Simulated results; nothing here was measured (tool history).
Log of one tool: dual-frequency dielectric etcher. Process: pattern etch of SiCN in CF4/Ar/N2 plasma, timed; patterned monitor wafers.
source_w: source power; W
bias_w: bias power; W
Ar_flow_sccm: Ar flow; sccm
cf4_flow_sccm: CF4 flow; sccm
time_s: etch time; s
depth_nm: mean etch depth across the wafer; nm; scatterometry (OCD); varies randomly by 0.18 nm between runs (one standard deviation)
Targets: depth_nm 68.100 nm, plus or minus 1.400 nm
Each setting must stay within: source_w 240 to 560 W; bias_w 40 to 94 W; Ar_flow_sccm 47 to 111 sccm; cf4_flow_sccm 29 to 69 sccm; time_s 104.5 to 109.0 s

run  hour  source_w  bias_w  Ar_flow_sccm  cf4_flow_sccm  time_s  depth_nm
  1   0.0       400      67            79             49   104.5    76.380
  2   8.6       400      67            79             53   104.5    77.096
  3  10.9       400      67            90             53   104.5    75.428
  4  16.4       430      67            90             53   104.5    80.677
  5  19.3       420      67            90             53   104.5    78.917
  6  25.7       460      67            90             53   104.5    85.477
  7  31.0       440      67            90             53   104.5    81.981
  8  36.7       430      67            90             53   104.5    80.693
  9  40.0       420      67            90             53   104.5    79.283
 10  45.0       410      67            90             53   104.5    77.391
 11  48.3       400      67            90             53   104.5    75.521
 12  51.0       390      67            90             53   104.5    73.572
 13  59.5       380      67            90             53   104.5    72.303
 14  61.1       350      66            90             53   104.5    66.217

Consider the 5 candidate settings below. Which is the only one whose results all fall within their allowed miss of target?
  A  62.7       320      67            91             55   109.0         ?
  B  62.7       320      89            89             52   106.5         ?
  C  62.7       320      68            90             54   107.0         ?
  D  62.7       340      67            94             53   109.0         ?
  E  62.7       340      67            87             53   104.5         ?

move  depth_nm
   A    65.023
   B    72.090
   C    64.150
   D    67.667
   E    65.875
A: misses by more than the last run did
B: carries the result that was furthest off beyond its target, to the other side
C: misses by more than the last run did
D: all results in spec
E: misses by more than the last run did
Move D is the one to make.
